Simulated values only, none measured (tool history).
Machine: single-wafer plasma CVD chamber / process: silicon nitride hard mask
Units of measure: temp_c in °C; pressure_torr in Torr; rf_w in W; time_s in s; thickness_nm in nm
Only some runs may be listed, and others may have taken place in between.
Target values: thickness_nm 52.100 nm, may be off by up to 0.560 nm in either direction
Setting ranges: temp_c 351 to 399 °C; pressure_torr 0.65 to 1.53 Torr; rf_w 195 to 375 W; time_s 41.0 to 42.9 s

run,hour,temp_c,pressure_torr,rf_w,time_s,thickness_nm
1,0.0,375,1.09,285,42.9,42.330
2,5.8,375,1.09,285,42.9,42.393
3,10.0,375,1.20,295,42.9,44.665
4,12.1,381,1.20,295,42.9,44.625
5,18.6,381,1.20,315,42.9,46.168
6,25.8,381,1.20,315,41.0,44.292
7,29.9,381,1.29,325,41.0,46.133
8,36.8,381,1.35,335,41.0,47.812
9,39.3,381,1.40,340,41.0,48.743
10,42.5,381,1.43,345,41.0,49.419

Pick the move, out of 5, that brings all results within their allowed miss; only one does.
A,45.7,383,1.45,315,41.0,?
B,45.7,381,1.34,345,41.0,?
C,45.7,387,1.20,350,41.0,?
D,45.7,381,1.35,360,42.9,?
E,45.7,393,1.21,345,41.7,?

move,thickness_nm
A,46.994
B,48.206
C,46.639
D,51.749
E,47.099
A: moves away from the targets compared with the last run
B: moves away from the targets compared with the last run
C: moves away from the targets compared with the last run
D: meets every target
E: moves away from the targets compared with the last run
D meets every target.
